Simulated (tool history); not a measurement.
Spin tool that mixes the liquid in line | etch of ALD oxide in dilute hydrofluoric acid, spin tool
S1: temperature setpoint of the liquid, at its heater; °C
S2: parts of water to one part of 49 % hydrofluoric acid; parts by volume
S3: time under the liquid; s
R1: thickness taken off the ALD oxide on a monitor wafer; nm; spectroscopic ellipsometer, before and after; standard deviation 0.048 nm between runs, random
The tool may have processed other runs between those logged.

run,hour,S1,S2,S3,R1
1,0.0,25.0,115,105,18.531
2,4.8,24.0,120,105,17.027
3,12.9,24.0,155,105,12.616
4,13.7,23.0,155,105,12.195
5,15.7,22.0,155,105,11.646
6,24.2,21.5,155,105,11.490

Run 7 comes next. What will it give?
7,30.9,21.5,155,105,?

Run 7 yielded R1 11.545 nm.
